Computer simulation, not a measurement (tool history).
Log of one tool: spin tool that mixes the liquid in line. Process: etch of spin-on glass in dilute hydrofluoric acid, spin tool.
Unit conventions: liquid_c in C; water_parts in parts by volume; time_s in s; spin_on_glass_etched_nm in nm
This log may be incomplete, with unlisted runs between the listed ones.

| run | day | liquid_c | water_parts | time_s | spin_on_glass_etched_nm |
|---|---|---|---|---|---|
| 1 | 0 | 24 | 240 | 300 | 37.527 |
| 2 | 0.342 | 24 | 240 | 320 | 40.218 |
| 3 | 0.454 | 22 | 255 | 320 | 34.817 |
| 4 | 0.638 | 22 | 215 | 320 | 42.41 |
| 5 | 0.779 | 25 | 215 | 320 | 47.852 |
|  | 0.933 | thermometer replaced |
| 6 | 0.933 | 25 | 215 | 320 | 51.716 |

Forecast run 7:
| 7 | 1.304 | 21 | 310 | 320 | ? |

{"run 7": {"spin_on_glass_etched_nm": 28.2}}

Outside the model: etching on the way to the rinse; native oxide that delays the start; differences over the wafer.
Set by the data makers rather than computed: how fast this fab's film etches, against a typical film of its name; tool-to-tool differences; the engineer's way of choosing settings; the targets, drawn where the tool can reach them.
